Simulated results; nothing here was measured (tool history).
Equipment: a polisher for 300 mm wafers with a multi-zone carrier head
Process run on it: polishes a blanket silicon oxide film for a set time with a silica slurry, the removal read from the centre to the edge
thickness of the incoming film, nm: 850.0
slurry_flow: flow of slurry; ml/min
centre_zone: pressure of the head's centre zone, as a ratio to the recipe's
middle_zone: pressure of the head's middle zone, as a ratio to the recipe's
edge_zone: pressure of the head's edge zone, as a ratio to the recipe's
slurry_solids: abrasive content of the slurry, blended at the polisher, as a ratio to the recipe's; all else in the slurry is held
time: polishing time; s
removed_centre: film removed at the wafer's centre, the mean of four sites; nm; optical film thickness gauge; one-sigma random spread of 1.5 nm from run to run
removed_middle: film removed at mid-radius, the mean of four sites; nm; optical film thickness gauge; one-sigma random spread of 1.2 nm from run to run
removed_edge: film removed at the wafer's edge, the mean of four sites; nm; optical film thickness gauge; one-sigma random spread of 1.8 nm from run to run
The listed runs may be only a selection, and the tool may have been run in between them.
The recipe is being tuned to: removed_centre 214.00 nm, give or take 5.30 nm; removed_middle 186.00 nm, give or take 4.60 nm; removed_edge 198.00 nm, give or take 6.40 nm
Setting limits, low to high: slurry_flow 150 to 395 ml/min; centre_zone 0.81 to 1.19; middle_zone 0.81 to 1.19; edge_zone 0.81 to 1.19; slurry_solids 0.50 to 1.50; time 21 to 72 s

run,day,slurry_flow,centre_zone,middle_zone,edge_zone,slurry_solids,time,removed_centre,removed_middle,removed_edge
1,0.000,250,1.00,1.00,1.00,1.00,46,140.41,138.08,141.01
2,0.212,250,1.00,1.00,0.93,1.00,46,141.20,135.63,136.19
3,0.283,250,1.00,1.00,0.87,1.00,46,139.55,137.14,131.17
4,0.538,250,1.00,1.03,0.87,1.00,46,140.75,139.37,131.17
5,0.821,265,1.05,1.04,0.97,1.15,46,155.00,147.90,147.35
6,1.117,265,1.05,1.04,0.97,1.00,46,148.59,140.78,138.56
7,1.300,285,1.10,1.06,1.03,1.15,47,169.18,155.02,154.05
8,1.379,290,1.12,1.06,1.07,1.25,48,180.51,161.72,165.44
9,1.542,300,1.13,1.07,1.10,1.35,49,190.33,171.85,175.12
10,1.850,305,1.14,1.07,1.12,1.40,50,199.20,178.01,185.04
11,2.017,315,1.15,1.07,1.14,1.45,50,203.71,180.75,187.91

Exactly one of the 4 candidate moves below puts every result within its allowed miss. Which one?
A,2.183,390,1.17,1.07,1.08,1.50,50,?,?,?
B,2.183,250,1.19,1.08,1.15,1.50,47,?,?,?
C,2.183,335,1.17,1.07,1.19,1.25,54,?,?,?
D,2.183,285,1.15,0.99,1.14,1.50,52,?,?,?

move,removed_centre,removed_middle,removed_edge
A,211.22,185.36,187.01
B,193.14,168.61,175.92
C,212.39,186.58,198.43
D,209.47,175.69,196.02
A: brings the last run's worst result on target, with another outside its allowed miss
B: its largest miss is bigger than the last run's
C: meets every target
D: brings the last run's worst result on target, with another outside its allowed miss
Correct choice: C, which meets every target
